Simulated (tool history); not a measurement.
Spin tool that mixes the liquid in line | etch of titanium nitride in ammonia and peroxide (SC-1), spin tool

| run | hour | temperature setpoint of the liquid (°C) | parts of water to one part of 30 % peroxide (parts by volume) | parts of 29 % ammonia solution to one part of 30 % peroxide (parts by volume) | time under the liquid (s) | thickness taken off the titanium nitride on a monitor wafer (angstrom) |
|---|---|---|---|---|---|---|
| 1 | 0 | 46 | 15 | 0.45 | 75 | 30.807 |
| 2 | 6.4 | 46 | 15 | 0.55 | 75 | 32.26 |
| 3 | 11 | 46 | 15 | 0.45 | 75 | 31.033 |
| 4 | 12.6 | 44 | 15 | 0.45 | 75 | 26.826 |
| 5 | 18.8 | 43 | 15 | 0.45 | 75 | 25.025 |
| 6 | 25.5 | 43 | 15 | 0.45 | 75 | 25.1 |

Forecast run 7:
| 7 | 27.2 | 42 | 15 | 0.45 | 75 | ? |

Run 7 gave thickness taken off the titanium nitride on a monitor wafer (angstrom) 23.169.

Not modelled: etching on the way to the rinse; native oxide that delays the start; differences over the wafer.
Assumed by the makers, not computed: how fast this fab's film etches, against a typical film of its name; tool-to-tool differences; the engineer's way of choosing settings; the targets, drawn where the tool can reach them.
